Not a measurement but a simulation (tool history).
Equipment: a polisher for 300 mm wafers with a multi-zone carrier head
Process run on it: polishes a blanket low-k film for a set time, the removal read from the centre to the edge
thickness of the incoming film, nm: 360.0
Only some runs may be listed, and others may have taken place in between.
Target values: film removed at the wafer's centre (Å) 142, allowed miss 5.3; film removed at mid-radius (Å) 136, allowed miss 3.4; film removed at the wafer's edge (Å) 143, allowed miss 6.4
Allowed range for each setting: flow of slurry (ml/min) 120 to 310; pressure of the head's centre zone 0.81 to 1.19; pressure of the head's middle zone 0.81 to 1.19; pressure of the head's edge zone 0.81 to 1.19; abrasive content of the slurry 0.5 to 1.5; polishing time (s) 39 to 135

run	hour	flow of slurry (ml/min)	pressure of the head's centre zone	pressure of the head's middle zone	pressure of the head's edge zone	abrasive content of the slurry	polishing time (s)	film removed at the wafer's centre (Å)	film removed at mid-radius (Å)	film removed at the wafer's edge (Å)
1	0	200	1	1	1	1	87	251.75	255.84	247.86
2	4.4	200	1.07	1	1	1	87	266.5	252.34	253.25
3	6.6	200	1.07	1.08	1	1	87	275.29	272.01	247.94
4	10.7	195	1.06	1.06	0.99	0.95	84	252.17	252.21	228.82
5	13.9	195	1.06	1.06	1.06	0.95	84	251.97	252.39	245.41
6	20.1	190	1.05	1.03	1.04	0.9	82	233.91	231.13	225.82
7	27.9	185	1.04	1.01	1.03	0.85	81	225.17	218.71	225.4
8	35	240	1.05	1.02	1.01	0.6	57	143.06	141.19	135.45
9	41	220	1.03	0.96	1.09	0.6	57	140.86	132.11	140.45

Which single option among these 5 for the next run brings every result within its allowed miss of target? Just one does.
A	47	310	1.12	1.04	0.98	0.85	48	?	?	?
B	47	190	1.06	1.07	1.11	0.95	48	?	?	?
C	47	150	1.04	0.97	1.07	0.6	62	?	?	?
D	47	235	0.98	1	1.04	0.5	58	?	?	?
E	47	210	1.07	1.02	0.99	0.6	56	?	?	?

move	film removed at the wafer's centre (Å)	film removed at mid-radius (Å)	film removed at the wafer's edge (Å)
A	154.8	142.5	137.59
B	142.8	143.37	144.52
C	141.96	134.62	147.16
D	126.05	128.97	132.9
E	141.45	134.88	134.5
A: pushes the last run's worst result past its target
B: pushes the last run's worst result past its target
C: in spec on every target
D: further off than the last run
E: the worst result of the last run now meets its target, but another is out of spec
Move C is the one to make.

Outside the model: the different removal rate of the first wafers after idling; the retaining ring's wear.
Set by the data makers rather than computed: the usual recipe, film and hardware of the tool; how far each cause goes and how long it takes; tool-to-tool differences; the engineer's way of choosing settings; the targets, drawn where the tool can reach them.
